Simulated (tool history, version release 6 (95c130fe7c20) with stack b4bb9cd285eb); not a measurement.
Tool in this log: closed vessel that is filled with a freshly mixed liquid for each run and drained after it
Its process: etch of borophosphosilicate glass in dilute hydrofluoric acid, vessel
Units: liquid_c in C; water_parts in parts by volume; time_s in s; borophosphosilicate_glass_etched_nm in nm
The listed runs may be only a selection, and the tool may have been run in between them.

run,hour,liquid_c,water_parts,time_s,borophosphosilicate_glass_etched_nm
1,0,25,210,65,10.404
2,7,25,185,65,12.159
3,7.9,25,245,65,8.6828
4,9.3,26,225,65,10.064
5,15.2,28.5,225,65,10.911
6,22,28.5,225,65,10.889
7,25.9,29,205,65,12.37
8,29.1,29.5,190,65,13.765
9,36.5,30,175,65,15.633
10,38.2,30.5,165,65,16.943
11,42,31,160,65,17.913
12,43.2,33,115,65,28.672

Run 13 has not been measured yet. What should we expect?
13,52.2,32.5,115,65,?

{"run 13": {"borophosphosilicate_glass_etched_nm": 28.069}}
